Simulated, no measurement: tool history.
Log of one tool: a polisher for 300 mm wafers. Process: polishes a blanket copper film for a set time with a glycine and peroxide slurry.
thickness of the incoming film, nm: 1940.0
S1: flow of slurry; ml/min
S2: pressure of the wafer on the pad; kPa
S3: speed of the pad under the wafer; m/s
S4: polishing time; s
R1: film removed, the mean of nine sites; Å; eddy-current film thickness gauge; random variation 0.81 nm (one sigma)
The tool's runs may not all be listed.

| run | hour | S1 | S2 | S3 | S4 | R1 |
|---|---|---|---|---|---|---|
| 1 | 0 | 280 | 11.7 | 0.94 | 36 | 1249 |
| 2 | 4.2 | 315 | 11.7 | 0.94 | 36 | 1275.8 |
| 3 | 9.7 | 315 | 11.7 | 0.7 | 36 | 1044.8 |
| 4 | 12 | 315 | 11.7 | 0.82 | 36 | 1159 |
| 5 | 19.4 | 305 | 11 | 0.82 | 36 | 1106.9 |
| 6 | 23 | 305 | 11 | 0.82 | 36 | 1105.1 |
| 7 | 29.2 | 300 | 10.3 | 0.82 | 36 | 1055.3 |

The next listed run, before its measurement:
| 8 | 36.4 | 295 | 9.7 | 0.82 | 36 | ? |

R1: 1008.6 Å
